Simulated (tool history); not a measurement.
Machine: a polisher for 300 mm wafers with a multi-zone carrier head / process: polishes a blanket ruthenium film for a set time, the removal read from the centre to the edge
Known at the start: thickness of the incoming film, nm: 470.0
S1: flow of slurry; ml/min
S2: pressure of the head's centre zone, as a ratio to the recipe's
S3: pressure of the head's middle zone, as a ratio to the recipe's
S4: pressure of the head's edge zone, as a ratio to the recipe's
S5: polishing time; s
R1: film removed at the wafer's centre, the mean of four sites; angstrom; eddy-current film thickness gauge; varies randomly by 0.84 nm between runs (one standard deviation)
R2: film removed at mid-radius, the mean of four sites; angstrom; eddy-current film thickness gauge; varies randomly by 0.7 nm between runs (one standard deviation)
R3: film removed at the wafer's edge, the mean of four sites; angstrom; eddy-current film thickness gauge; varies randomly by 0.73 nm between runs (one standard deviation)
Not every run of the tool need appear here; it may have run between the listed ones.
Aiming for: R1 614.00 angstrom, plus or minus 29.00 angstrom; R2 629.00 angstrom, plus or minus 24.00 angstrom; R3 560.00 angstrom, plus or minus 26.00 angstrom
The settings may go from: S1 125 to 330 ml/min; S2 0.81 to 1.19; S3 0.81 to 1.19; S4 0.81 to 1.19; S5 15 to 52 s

run	hour	S1	S2	S3	S4	S5	R1	R2	R3
1	0.0	210	1.00	1.00	1.00	33	417.26	425.80	404.58
2	5.6	180	1.00	1.00	1.00	33	404.93	418.98	412.38
3	13.7	180	0.93	1.00	1.00	33	376.91	411.80	401.53
4	19.9	180	0.93	1.08	1.00	33	376.89	448.17	406.29
5	25.7	180	0.93	1.08	1.05	33	381.44	447.37	405.19
6	32.3	180	0.86	1.08	1.05	33	351.75	445.39	408.98
7	37.9	180	0.86	1.08	1.05	33	356.57	441.33	410.08
8	40.0	190	0.92	1.08	1.05	36	421.81	488.11	447.66
9	43.6	190	0.95	1.09	1.05	38	452.70	519.20	485.85
10	51.0	205	0.99	1.10	1.05	39	496.66	532.93	495.44
11	59.4	215	1.01	1.12	1.04	40	514.21	570.79	498.75
12	60.7	215	1.03	1.12	1.05	41	531.30	585.89	532.06
13	61.6	265	1.13	1.15	0.99	42	609.16	623.55	525.33

5 next moves are on the table. One of them brings every result within its allowed miss. Which?
A	62.5	240	0.96	1.19	1.05	44	?	?	?
B	62.5	320	1.11	1.12	1.06	42	?	?	?
C	62.5	225	1.02	1.12	1.04	43	?	?	?
D	62.5	285	0.94	1.15	0.94	45	?	?	?
E	62.5	275	1.08	1.17	1.00	44	?	?	?

move	R1	R2	R3
A	551.62	670.24	563.15
B	614.95	626.34	553.78
C	561.08	616.17	544.73
D	566.83	679.23	554.75
E	619.17	671.01	556.84
A: the worst result of the last run now meets its target, but another is out of spec
B: all results in spec
C: the worst result of the last run now meets its target, but another is out of spec
D: the worst result of the last run now meets its target, but another is out of spec
E: the worst result of the last run now meets its target, but another is out of spec
Correct choice: B, which meets every target
